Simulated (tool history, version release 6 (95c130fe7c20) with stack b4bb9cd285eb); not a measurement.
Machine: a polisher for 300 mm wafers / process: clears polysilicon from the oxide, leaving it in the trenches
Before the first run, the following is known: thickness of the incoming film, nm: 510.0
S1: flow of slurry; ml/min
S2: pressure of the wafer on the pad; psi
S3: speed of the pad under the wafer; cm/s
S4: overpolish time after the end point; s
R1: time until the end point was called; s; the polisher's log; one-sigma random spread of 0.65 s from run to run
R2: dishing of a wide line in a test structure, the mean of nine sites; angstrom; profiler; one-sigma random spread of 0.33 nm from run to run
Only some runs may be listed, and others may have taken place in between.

{"run": 1, "hour": 0.0, "S1": 140, "S2": 2.6, "S3": 118, "S4": 15, "R1": 36.347, "R2": 386.84}
{"run": 2, "hour": 2.0, "S1": 135, "S2": 2.3, "S3": 114, "S4": 13, "R1": 42.227, "R2": 368.81}
{"run": 3, "hour": 5.5, "S1": 130, "S2": 2.1, "S3": 110, "S4": 12, "R1": 48.42, "R2": 361.49}
{"run": 4, "hour": 8.8, "S1": 130, "S2": 2.1, "S3": 110, "S4": 8, "R1": 47.85, "R2": 331.36}
{"run": 5, "hour": 14.9, "S1": 150, "S2": 2.1, "S3": 110, "S4": 8, "R1": 47.077, "R2": 341.14}
{"run": 6, "hour": 16.8, "S1": 150, "S2": 2.1, "S3": 110, "S4": 14, "R1": 46.762, "R2": 378.31}
{"run": 7, "hour": 22.1, "S1": 145, "S2": 1.9, "S3": 108, "S4": 13, "R1": 52.51, "R2": 367.89}
{"run": 8, "hour": 27.3, "S1": 140, "S2": 1.8, "S3": 106, "S4": 12, "R1": 55.937, "R2": 354.06}
{"run": 9, "hour": 27.9, "S1": 140, "S2": 1.8, "S3": 106, "S4": 12, "R1": 55.952, "R2": 352.84}
{"run": 10, "hour": 30.7, "S1": 135, "S2": 1.7, "S3": 104, "S4": 12, "R1": 61.046, "R2": 348.02}
{"run": 11, "hour": 33.5, "S1": 130, "S2": 1.6, "S3": 104, "S4": 12, "R1": 64.861, "R2": 334.78}
{"run": 12, "hour": 39.0, "S1": 125, "S2": 1.6, "S3": 104, "S4": 13, "R1": 65.103, "R2": 345.72}
{"run": 13, "hour": 44.6, "S1": 120, "S2": 1.5, "S3": 104, "S4": 13, "R1": 70.396, "R2": 340.06}
{"run": 14, "hour": 48.4, "S1": 115, "S2": 1.5, "S3": 104, "S4": 13, "R1": 70.098, "R2": 344.52}
{"run": 15, "hour": 50.1, "S1": 110, "S2": 1.5, "S3": 104, "S4": 12, "R1": 71.69, "R2": 329.57}
{"run": 16, "hour": 57.7, "S1": 105, "S2": 1.5, "S3": 104, "S4": 12, "R1": 72.93, "R2": 328.08}

Run 17 has not been measured yet. What should we expect?
{"run": 17, "hour": 58.8, "S1": 100, "S2": 1.5, "S3": 104, "S4": 12, "R1": "?", "R2": "?"}

{"run 17": {"R1": 72.912, "R2": 326.87}}
